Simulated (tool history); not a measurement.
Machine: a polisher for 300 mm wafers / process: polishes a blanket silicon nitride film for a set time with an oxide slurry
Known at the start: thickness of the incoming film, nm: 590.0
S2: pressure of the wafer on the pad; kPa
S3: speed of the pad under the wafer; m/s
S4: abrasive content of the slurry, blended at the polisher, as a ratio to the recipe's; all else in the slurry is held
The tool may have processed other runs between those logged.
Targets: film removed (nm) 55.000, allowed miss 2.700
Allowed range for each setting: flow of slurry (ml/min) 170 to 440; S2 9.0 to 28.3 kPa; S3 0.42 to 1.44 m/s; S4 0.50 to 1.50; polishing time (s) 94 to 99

Run 1, hour 0.0: flow of slurry (ml/min) 280, S2 18.6 kPa, S3 0.92 m/s, S4 1.00, polishing time (s) 94. Result: film removed (nm) 32.163.
Run 2, hour 0.6: flow of slurry (ml/min) 280, S2 21.4 kPa, S3 0.94 m/s, S4 1.00, polishing time (s) 94. Result: film removed (nm) 36.088.
Run 3, hour 6.7: flow of slurry (ml/min) 280, S2 23.4 kPa, S3 1.00 m/s, S4 1.00, polishing time (s) 94. Result: film removed (nm) 41.395.
Run 4, hour 11.6: flow of slurry (ml/min) 280, S2 24.8 kPa, S3 1.04 m/s, S4 1.00, polishing time (s) 94. Result: film removed (nm) 42.678.
Run 5, hour 16.5: flow of slurry (ml/min) 280, S2 25.5 kPa, S3 1.10 m/s, S4 1.00, polishing time (s) 94. Result: film removed (nm) 44.099.
Run 6, hour 20.9: flow of slurry (ml/min) 280, S2 25.5 kPa, S3 1.10 m/s, S4 1.10, polishing time (s) 94. Result: film removed (nm) 47.501.
Run 7, hour 29.3: flow of slurry (ml/min) 280, S2 26.2 kPa, S3 1.12 m/s, S4 1.10, polishing time (s) 94. Result: film removed (nm) 47.729.
Run 8, hour 36.9: flow of slurry (ml/min) 280, S2 26.9 kPa, S3 1.16 m/s, S4 1.10, polishing time (s) 94. Result: film removed (nm) 49.607.
Run 9, hour 38.2: flow of slurry (ml/min) 280, S2 27.6 kPa, S3 1.18 m/s, S4 1.10, polishing time (s) 94. Result: film removed (nm) 52.281.

Next run, 5 choices. One meets every target within its allowed miss, the rest don't. Which?
Run A, hour 39.5: flow of slurry (ml/min) 245, S2 22.1 kPa, S3 1.44 m/s, S4 1.00, polishing time (s) 97. Result: film removed (nm) ?.
Run B, hour 39.5: flow of slurry (ml/min) 370, S2 27.6 kPa, S3 1.40 m/s, S4 1.20, polishing time (s) 97. Result: film removed (nm) ?.
Run C, hour 39.5: flow of slurry (ml/min) 295, S2 28.3 kPa, S3 1.24 m/s, S4 1.05, polishing time (s) 98. Result: film removed (nm) ?.
Run D, hour 39.5: flow of slurry (ml/min) 235, S2 28.3 kPa, S3 1.04 m/s, S4 1.20, polishing time (s) 94. Result: film removed (nm) ?.
Run E, hour 39.5: flow of slurry (ml/min) 245, S2 28.3 kPa, S3 1.06 m/s, S4 1.50, polishing time (s) 99. Result: film removed (nm) ?.

move  film removed (nm)
   A             46.550
   B             61.585
   C             54.632
   D             49.564
   E             58.171
A: misses by more than the last run did
B: takes the biggest miss from the last run beyond its target
C: all results land within tolerance of their targets
D: misses by more than the last run did
E: takes the biggest miss from the last run beyond its target
The move that meets every target is C.
